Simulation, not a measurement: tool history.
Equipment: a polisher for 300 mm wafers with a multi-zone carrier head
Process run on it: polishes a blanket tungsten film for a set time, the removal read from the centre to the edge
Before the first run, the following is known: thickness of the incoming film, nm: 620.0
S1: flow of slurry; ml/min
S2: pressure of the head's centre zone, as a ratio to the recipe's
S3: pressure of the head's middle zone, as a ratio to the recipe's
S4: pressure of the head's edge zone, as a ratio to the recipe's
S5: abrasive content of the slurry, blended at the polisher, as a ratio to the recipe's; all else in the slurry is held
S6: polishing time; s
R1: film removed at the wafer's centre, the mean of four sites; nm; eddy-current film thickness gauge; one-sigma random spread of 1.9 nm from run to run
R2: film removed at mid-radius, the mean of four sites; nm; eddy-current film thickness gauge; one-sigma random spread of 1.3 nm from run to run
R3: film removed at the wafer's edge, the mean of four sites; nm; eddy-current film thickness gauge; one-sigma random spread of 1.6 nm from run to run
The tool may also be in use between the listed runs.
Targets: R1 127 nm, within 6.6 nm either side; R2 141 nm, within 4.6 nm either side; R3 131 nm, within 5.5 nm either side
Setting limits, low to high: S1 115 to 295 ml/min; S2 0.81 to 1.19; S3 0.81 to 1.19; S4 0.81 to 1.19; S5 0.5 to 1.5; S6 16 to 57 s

{"run": 1, "hour": 0.0, "S1": 190, "S2": 1, "S3": 1, "S4": 1, "S5": 1, "S6": 36, "R1": 210.17, "R2": 211.98, "R3": 214.3}
{"run": 2, "hour": 8.2, "S1": 190, "S2": 0.99, "S3": 1, "S4": 0.97, "S5": 0.9, "S6": 34, "R1": 190.58, "R2": 202.92, "R3": 198.3}
{"run": 3, "hour": 13.2, "S1": 190, "S2": 1, "S3": 0.99, "S4": 0.95, "S5": 0.85, "S6": 32, "R1": 182.17, "R2": 183.98, "R3": 182.33}
{"run": 4, "hour": 21.5, "S1": 190, "S2": 0.99, "S3": 0.99, "S4": 0.93, "S5": 0.8, "S6": 30, "R1": 164.85, "R2": 170.06, "R3": 164.1}
{"run": 5, "hour": 28.3, "S1": 190, "S2": 0.99, "S3": 1.07, "S4": 0.93, "S5": 0.8, "S6": 30, "R1": 165.91, "R2": 177.4, "R3": 163.73}
{"run": 6, "hour": 34.2, "S1": 190, "S2": 0.99, "S3": 1.07, "S4": 0.93, "S5": 0.8, "S6": 38, "R1": 214.5, "R2": 227.64, "R3": 207.8}
{"run": 7, "hour": 40.3, "S1": 185, "S2": 0.98, "S3": 1.06, "S4": 0.92, "S5": 0.75, "S6": 36, "R1": 193.51, "R2": 211.12, "R3": 199.51}
{"run": 8, "hour": 43.8, "S1": 185, "S2": 0.98, "S3": 1.06, "S4": 0.92, "S5": 0.75, "S6": 36, "R1": 198.72, "R2": 210.27, "R3": 193.72}
{"run": 9, "hour": 50.7, "S1": 185, "S2": 0.97, "S3": 1.05, "S4": 0.91, "S5": 0.7, "S6": 34, "R1": 180.52, "R2": 197.84, "R3": 178.83}
{"run": 10, "hour": 59.3, "S1": 180, "S2": 0.96, "S3": 1.03, "S4": 0.91, "S5": 0.65, "S6": 32, "R1": 166.75, "R2": 177.86, "R3": 166.84}
{"run": 11, "hour": 62.7, "S1": 180, "S2": 0.95, "S3": 1.02, "S4": 0.9, "S5": 0.6, "S6": 31, "R1": 157.18, "R2": 172.71, "R3": 159.84}
{"run": 12, "hour": 67.3, "S1": 180, "S2": 0.94, "S3": 1.01, "S4": 0.89, "S5": 0.6, "S6": 30, "R1": 149.55, "R2": 163.77, "R3": 156.46}
{"run": 13, "hour": 70.8, "S1": 180, "S2": 0.94, "S3": 1.01, "S4": 0.88, "S5": 0.6, "S6": 29, "R1": 146.48, "R2": 163.26, "R3": 145.5}
{"run": 14, "hour": 74.0, "S1": 180, "S2": 0.94, "S3": 1.01, "S4": 0.88, "S5": 0.6, "S6": 29, "R1": 146.38, "R2": 160.47, "R3": 149.91}
{"run": 15, "hour": 79.5, "S1": 180, "S2": 0.94, "S3": 1.01, "S4": 0.87, "S5": 0.6, "S6": 28, "R1": 140.46, "R2": 154.07, "R3": 141.84}
{"run": 16, "hour": 81.2, "S1": 175, "S2": 0.93, "S3": 1, "S4": 0.86, "S5": 0.6, "S6": 28, "R1": 139.73, "R2": 153, "R3": 143.61}

Pick the move, out of 4, that brings all results within their allowed miss; only one does.
{"run": "A", "hour": 82.9, "S1": 150, "S2": 1, "S3": 0.86, "S4": 0.85, "S5": 0.8, "S6": 26, "R1": "?", "R2": "?", "R3": "?"}
{"run": "B", "hour": 82.9, "S1": 115, "S2": 0.89, "S3": 0.84, "S4": 0.94, "S5": 0.85, "S6": 29, "R1": "?", "R2": "?", "R3": "?"}
{"run": "C", "hour": 82.9, "S1": 175, "S2": 0.9, "S3": 0.95, "S4": 0.81, "S5": 0.65, "S6": 26, "R1": "?", "R2": "?", "R3": "?"}
{"run": "D", "hour": 82.9, "S1": 205, "S2": 1.08, "S3": 0.93, "S4": 0.87, "S5": 0.85, "S6": 24, "R1": "?", "R2": "?", "R3": "?"}

move=A R1=141.01 R2=134.41 R3=134.68
move=B R1=136.25 R2=144.82 R3=155.37
move=C R1=124.97 R2=140.05 R3=128.87
move=D R1=147.87 R2=135.78 R3=130.16
A: takes the result that was furthest off past its target
B: corrects the largest miss of the last run, while another result sits out of spec
C: each result inside its tolerance
D: takes the result that was furthest off past its target
The move that meets every target is C.
